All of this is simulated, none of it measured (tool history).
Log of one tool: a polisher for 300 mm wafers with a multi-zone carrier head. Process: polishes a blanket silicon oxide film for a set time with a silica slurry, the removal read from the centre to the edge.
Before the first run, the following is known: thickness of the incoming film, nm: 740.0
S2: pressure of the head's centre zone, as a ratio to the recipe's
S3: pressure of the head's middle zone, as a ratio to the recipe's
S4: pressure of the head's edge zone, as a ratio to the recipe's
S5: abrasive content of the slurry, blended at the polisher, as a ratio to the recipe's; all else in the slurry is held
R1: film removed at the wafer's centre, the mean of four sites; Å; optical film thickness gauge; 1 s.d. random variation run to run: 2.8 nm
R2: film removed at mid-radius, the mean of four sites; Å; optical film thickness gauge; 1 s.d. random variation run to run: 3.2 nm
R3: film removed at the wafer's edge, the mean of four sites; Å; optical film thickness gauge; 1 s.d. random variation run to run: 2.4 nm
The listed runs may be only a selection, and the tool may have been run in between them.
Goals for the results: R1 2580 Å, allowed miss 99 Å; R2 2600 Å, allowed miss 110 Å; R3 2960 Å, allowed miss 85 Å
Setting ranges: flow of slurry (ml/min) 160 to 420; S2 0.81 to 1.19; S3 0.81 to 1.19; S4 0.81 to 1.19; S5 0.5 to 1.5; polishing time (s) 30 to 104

Run 1, hour 0: flow of slurry (ml/min) 270, S2 1, S3 1, S4 1, S5 1, polishing time (s) 67. Result: R1 2533.8 Å, R2 2512.7 Å, R3 2486.6 Å.
Run 2, hour 7.1: flow of slurry (ml/min) 270, S2 1, S3 1, S4 0.95, S5 1, polishing time (s) 67. Result: R1 2567.7 Å, R2 2569.9 Å, R3 2419.8 Å.
Run 3, hour 14.7: flow of slurry (ml/min) 270, S2 1, S3 1, S4 0.95, S5 0.85, polishing time (s) 67. Result: R1 2324.3 Å, R2 2297.6 Å, R3 2183 Å.
Run 4, hour 20.4: flow of slurry (ml/min) 270, S2 1, S3 1, S4 1.01, S5 0.85, polishing time (s) 67. Result: R1 2293.4 Å, R2 2269.3 Å, R3 2301.5 Å.
Run 5, hour 24.2: flow of slurry (ml/min) 270, S2 1.03, S3 1, S4 1.01, S5 0.85, polishing time (s) 67. Result: R1 2324.3 Å, R2 2282.9 Å, R3 2295.4 Å.
Run 6, hour 31.1: flow of slurry (ml/min) 275, S2 1.03, S3 1, S4 1.05, S5 0.9, polishing time (s) 67. Result: R1 2467.7 Å, R2 2399.9 Å, R3 2403.2 Å.
Run 7, hour 39.6: flow of slurry (ml/min) 275, S2 1.03, S3 1, S4 1.05, S5 0.9, polishing time (s) 67. Result: R1 2429.5 Å, R2 2380 Å, R3 2443.6 Å.
Run 8, hour 44.7: flow of slurry (ml/min) 280, S2 1.02, S3 1, S4 1.08, S5 0.95, polishing time (s) 67. Result: R1 2478.4 Å, R2 2525 Å, R3 2552.1 Å.
Run 9, hour 52.4: flow of slurry (ml/min) 285, S2 1.02, S3 0.98, S4 1.11, S5 0.95, polishing time (s) 67. Result: R1 2501.8 Å, R2 2408.2 Å, R3 2575.9 Å.
Run 10, hour 60: flow of slurry (ml/min) 290, S2 0.93, S3 0.98, S4 1.19, S5 1.2, polishing time (s) 68. Result: R1 2714 Å, R2 2862 Å, R3 3086.4 Å.

Which single option among these 4 for the next run brings every result within its allowed miss of target? Just one does.
Run A, hour 67.6: flow of slurry (ml/min) 290, S2 0.98, S3 1.07, S4 1.17, S5 1.25, polishing time (s) 65. Result: R1 ?, R2 ?, R3 ?.
Run B, hour 67.6: flow of slurry (ml/min) 380, S2 0.97, S3 0.81, S4 1.17, S5 0.85, polishing time (s) 84. Result: R1 ?, R2 ?, R3 ?.
Run C, hour 67.6: flow of slurry (ml/min) 320, S2 0.9, S3 0.89, S4 1.12, S5 1.05, polishing time (s) 71. Result: R1 ?, R2 ?, R3 ?.
Run D, hour 67.6: flow of slurry (ml/min) 325, S2 0.91, S3 0.92, S4 1.1, S5 1.25, polishing time (s) 72. Result: R1 ?, R2 ?, R3 ?.

move      R1      R2      R3
   A  2781.9  2927.3  2991.7
   B  2961.1  2595.1  3190.2
   C  2613.1  2609.6  2957.3
   D  2932.2  2964.5  3252.4
A: the biggest miss grows against the last run
B: gets the furthest-off result to its target, but another result is out of tolerance
C: all results in spec
D: the biggest miss grows against the last run
C is the move that brings every result within its allowed miss.
